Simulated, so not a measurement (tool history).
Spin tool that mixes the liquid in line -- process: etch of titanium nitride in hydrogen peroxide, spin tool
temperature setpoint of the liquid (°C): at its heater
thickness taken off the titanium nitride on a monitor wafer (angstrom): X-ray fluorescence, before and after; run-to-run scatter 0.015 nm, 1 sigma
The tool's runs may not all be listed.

| run | hour | temperature setpoint of the liquid (°C) | concentration of hydrogen peroxide in the mixed liquid (% by weight) | time under the liquid (s) | thickness taken off the titanium nitride on a monitor wafer (angstrom) |
|---|---|---|---|---|---|
| 1 | 0.0 | 54.0 | 21.5 | 20 | 18.224 |
| 2 | 1.6 | 54.0 | 20.0 | 20 | 18.028 |
| 3 | 2.4 | 55.0 | 20.0 | 20 | 19.262 |
| 4 | 9.1 | 55.0 | 23.0 | 20 | 19.895 |
| 5 | 14.6 | 55.0 | 19.5 | 20 | 19.198 |
| 6 | 23.0 | 55.5 | 19.5 | 20 | 19.747 |
| 7 | 24.8 | 56.0 | 19.5 | 20 | 20.626 |

Forecast run 8:
| 8 | 27.5 | 56.5 | 19.5 | 20 | ? |

{"run 8": {"thickness taken off the titanium nitride on a monitor wafer (angstrom)": 21.126}}
